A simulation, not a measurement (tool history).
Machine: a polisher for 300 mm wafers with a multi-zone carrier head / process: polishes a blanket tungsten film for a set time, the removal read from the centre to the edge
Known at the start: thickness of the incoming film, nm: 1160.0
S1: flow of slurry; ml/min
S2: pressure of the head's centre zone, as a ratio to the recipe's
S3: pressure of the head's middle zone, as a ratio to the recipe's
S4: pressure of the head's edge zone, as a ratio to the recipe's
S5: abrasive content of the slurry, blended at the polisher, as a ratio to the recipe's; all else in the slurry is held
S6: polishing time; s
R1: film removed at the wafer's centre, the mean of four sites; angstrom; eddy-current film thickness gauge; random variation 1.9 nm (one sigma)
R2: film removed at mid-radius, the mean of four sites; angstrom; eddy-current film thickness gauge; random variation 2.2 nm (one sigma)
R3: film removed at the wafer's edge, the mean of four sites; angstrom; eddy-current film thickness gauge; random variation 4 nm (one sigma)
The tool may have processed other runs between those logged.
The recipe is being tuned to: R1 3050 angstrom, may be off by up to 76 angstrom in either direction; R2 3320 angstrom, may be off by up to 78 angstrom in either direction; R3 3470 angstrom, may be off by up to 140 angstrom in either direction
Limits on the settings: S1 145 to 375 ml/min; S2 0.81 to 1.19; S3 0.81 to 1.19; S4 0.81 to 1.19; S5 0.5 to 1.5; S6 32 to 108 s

run,hour,S1,S2,S3,S4,S5,S6,R1,R2,R3
1,0,240,1,1,1,1,70,4589.9,4762.6,4858.7
2,6,235,0.98,0.98,0.98,0.95,69,4448.1,4559.2,4596
3,8.5,235,0.98,0.98,0.98,0.95,80,5129.7,5281.4,5374.4
4,15.4,230,0.96,0.97,0.98,0.9,78,4847.6,5079.9,5137.7
# hour 22.7: slurry nozzle cleaned
5,22.7,225,0.94,0.95,0.98,0.85,76,4662.6,4872.8,5137.4
6,23.3,225,0.94,0.95,0.98,0.85,61,3746.5,3907.2,4135.4
7,25.3,220,0.93,0.94,0.96,0.8,61,3634.8,3806.7,3979.6
8,25.9,215,0.92,0.93,0.94,0.75,61,3557.4,3742.6,3779.1
9,33.7,210,0.91,0.92,0.93,0.75,61,3491.4,3676.9,3819.6
10,41.5,205,0.9,0.91,0.92,0.75,61,3489.2,3658.5,3823.4
11,48.5,200,0.89,0.9,0.91,0.7,61,3410.8,3632.1,3769.1

Exactly one of the 5 candidate moves below puts every result within its allowed miss. Which one?
A,55.5,295,1.07,1.09,0.81,0.55,59,?,?,?
B,55.5,275,0.9,0.94,0.93,0.55,52,?,?,?
C,55.5,225,0.87,0.93,0.96,0.8,53,?,?,?
D,55.5,220,0.88,0.92,0.9,0.65,53,?,?,?
E,55.5,190,0.81,0.84,0.98,0.6,61,?,?,?

move,R1,R2,R3
A,3825.2,3944,3371
B,2897,3110.4,3151
C,3020.7,3317.5,3455.3
D,2914.6,3149.2,3209.2
E,3024.4,3293.5,3735.7
A: misses by more than the last run did
B: takes the result that was furthest off past its target
C: all results land within tolerance of their targets
D: takes the result that was furthest off past its target
E: meets the target for the result that was furthest off, but another lies outside its allowed miss
Answer: C
